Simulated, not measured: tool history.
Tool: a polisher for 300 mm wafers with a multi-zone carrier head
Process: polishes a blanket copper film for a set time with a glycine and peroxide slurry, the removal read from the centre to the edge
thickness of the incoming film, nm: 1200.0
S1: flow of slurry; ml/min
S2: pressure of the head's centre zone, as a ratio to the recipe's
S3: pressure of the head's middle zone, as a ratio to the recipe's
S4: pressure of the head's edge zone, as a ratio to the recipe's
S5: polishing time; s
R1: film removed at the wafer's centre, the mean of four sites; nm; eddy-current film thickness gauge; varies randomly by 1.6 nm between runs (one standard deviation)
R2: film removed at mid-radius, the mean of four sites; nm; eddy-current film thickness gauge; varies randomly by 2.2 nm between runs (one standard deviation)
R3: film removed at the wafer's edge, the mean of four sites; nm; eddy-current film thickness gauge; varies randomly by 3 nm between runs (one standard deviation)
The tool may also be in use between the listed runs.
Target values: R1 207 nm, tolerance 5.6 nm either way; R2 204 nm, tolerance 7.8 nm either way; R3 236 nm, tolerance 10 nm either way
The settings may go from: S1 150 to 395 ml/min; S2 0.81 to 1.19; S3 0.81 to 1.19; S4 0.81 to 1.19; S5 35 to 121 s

Run 1, hour 0: S1 250 ml/min, S2 1, S3 1, S4 1, S5 78 s. Result: R1 297.99 nm, R2 294.33 nm, R3 317.25 nm.
Run 2, hour 4.4: S1 245 ml/min, S2 0.98, S3 0.98, S4 0.98, S5 75 s. Result: R1 280.61 nm, R2 283.21 nm, R3 300.97 nm.
Run 3, hour 10.5: S1 240 ml/min, S2 0.97, S3 0.96, S4 0.98, S5 72 s. Result: R1 269.18 nm, R2 263.1 nm, R3 277.79 nm.
Run 4, hour 15.2: S1 290 ml/min, S2 0.97, S3 0.96, S4 0.98, S5 72 s. Result: R1 275.3 nm, R2 268.47 nm, R3 288.61 nm.
Run 5, hour 18: S1 285 ml/min, S2 0.95, S3 0.94, S4 0.99, S5 70 s. Result: R1 261.91 nm, R2 259.78 nm, R3 281.96 nm.
Run 6, hour 25.6: S1 275 ml/min, S2 0.94, S3 0.92, S4 1, S5 68 s. Result: R1 253.51 nm, R2 245.45 nm, R3 272.37 nm.
Run 7, hour 29.1: S1 265 ml/min, S2 0.92, S3 0.9, S4 1, S5 67 s. Result: R1 243.01 nm, R2 238.01 nm, R3 266.15 nm.
Run 8, hour 29.8: S1 265 ml/min, S2 0.92, S3 0.9, S4 1, S5 67 s. Result: R1 241.3 nm, R2 237.33 nm, R3 262.68 nm.
Run 9, hour 38.6: S1 255 ml/min, S2 0.91, S3 0.88, S4 1, S5 66 s. Result: R1 233.01 nm, R2 228.92 nm, R3 265.02 nm.
At hour 43.7: worn pad replaced by a new one.
Run 10, hour 43.7: S1 250 ml/min, S2 0.9, S3 0.87, S4 0.98, S5 65 s. Result: R1 250.03 nm, R2 243.79 nm, R3 280.82 nm.
Run 11, hour 48.1: S1 250 ml/min, S2 0.9, S3 0.87, S4 1, S5 65 s. Result: R1 253.71 nm, R2 240.9 nm, R3 290.31 nm.
Run 12, hour 54.5: S1 270 ml/min, S2 0.9, S3 0.88, S4 1.02, S5 64 s. Result: R1 250.98 nm, R2 242.88 nm, R3 287.6 nm.
Run 13, hour 59.9: S1 260 ml/min, S2 0.89, S3 0.87, S4 1, S5 63 s. Result: R1 245.82 nm, R2 235.69 nm, R3 273.65 nm.
Run 14, hour 61.3: S1 255 ml/min, S2 0.89, S3 0.88, S4 1.02, S5 60 s. Result: R1 229.91 nm, R2 226.2 nm, R3 264.47 nm.
Run 15, hour 67.9: S1 255 ml/min, S2 0.89, S3 0.88, S4 1.02, S5 58 s. Result: R1 222.28 nm, R2 216.93 nm, R3 262.2 nm.

Exactly one of the 5 candidate moves below puts every result within its allowed miss. Which one?
Run A, hour 74.5: S1 285 ml/min, S2 0.86, S3 1.03, S4 0.83, S5 55 s. Result: R1 ?, R2 ?, R3 ?.
Run B, hour 74.5: S1 270 ml/min, S2 0.89, S3 0.86, S4 1.12, S5 50 s. Result: R1 ?, R2 ?, R3 ?.
Run C, hour 74.5: S1 150 ml/min, S2 0.91, S3 0.88, S4 1.18, S5 51 s. Result: R1 ?, R2 ?, R3 ?.
Run D, hour 74.5: S1 240 ml/min, S2 0.96, S3 0.81, S4 1.1, S5 54 s. Result: R1 ?, R2 ?, R3 ?.
Run E, hour 74.5: S1 200 ml/min, S2 0.92, S3 0.92, S4 1.04, S5 54 s. Result: R1 ?, R2 ?, R3 ?.

move      R1      R2      R3
   A  206.17  242.06  223.97
   B  192.46   188.3  234.48
   C  188.38  184.98  235.56
   D  220.86   191.6  249.17
   E  208.27  209.27  238.89
A: brings the result that was furthest off to its target, and leaves another outside
B: takes the biggest miss from the last run beyond its target
C: takes the biggest miss from the last run beyond its target
D: an improvement on the last run, though not all results are within tolerance
E: all results in spec
Answer: E

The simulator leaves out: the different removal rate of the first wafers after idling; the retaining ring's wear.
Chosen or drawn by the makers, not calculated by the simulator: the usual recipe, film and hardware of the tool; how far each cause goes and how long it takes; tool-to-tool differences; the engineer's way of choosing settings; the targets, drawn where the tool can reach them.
